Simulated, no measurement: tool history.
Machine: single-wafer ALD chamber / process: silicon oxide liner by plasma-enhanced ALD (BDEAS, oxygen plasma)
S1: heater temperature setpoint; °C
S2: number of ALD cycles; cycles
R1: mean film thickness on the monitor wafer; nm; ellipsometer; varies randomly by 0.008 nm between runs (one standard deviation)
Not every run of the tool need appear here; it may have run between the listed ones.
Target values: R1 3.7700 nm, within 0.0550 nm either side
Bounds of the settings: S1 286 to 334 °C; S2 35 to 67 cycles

run 1 hour=0.0 | S1=310 S2=51 | R1=4.2387
run 2 hour=7.9 | S1=311 S2=50 | R1=4.1776
run 3 hour=10.9 | S1=305 S2=50 | R1=4.1981
run 4 hour=18.8 | S1=305 S2=52 | R1=4.3664
run 5 hour=24.3 | S1=305 S2=54 | R1=4.5573
run 6 hour=25.4 | S1=301 S2=54 | R1=4.5779
-- hour=28.2 thermocouple changed; heater temperature recalibrated
run 7 hour=28.2 | S1=302 S2=52 | R1=4.3807
run 8 hour=29.4 | S1=302 S2=50 | R1=4.2137
run 9 hour=35.6 | S1=303 S2=49 | R1=4.1125
run 10 hour=40.3 | S1=303 S2=48 | R1=4.0188

Which single option among these 5 for the next run brings every result within its allowed miss of target? Just one does.
run A hour=45.0 | S1=301 S2=50 | R1=?
run B hour=45.0 | S1=307 S2=45 | R1=?
run C hour=45.0 | S1=305 S2=43 | R1=?
run D hour=45.0 | S1=301 S2=46 | R1=?
run E hour=45.0 | S1=310 S2=44 | R1=?

move=A R1=4.2028
move=B R1=3.7531
move=C R1=3.5957
move=D R1=3.8666
move=E R1=3.6553
A: its largest miss is bigger than the last run's
B: all results in spec
C: carries the result that was furthest off beyond its target, to the other side
D: gains on the last run, yet a result remains outside its allowed miss
E: carries the result that was furthest off beyond its target, to the other side
So the answer is move B, the one that meets all the targets.
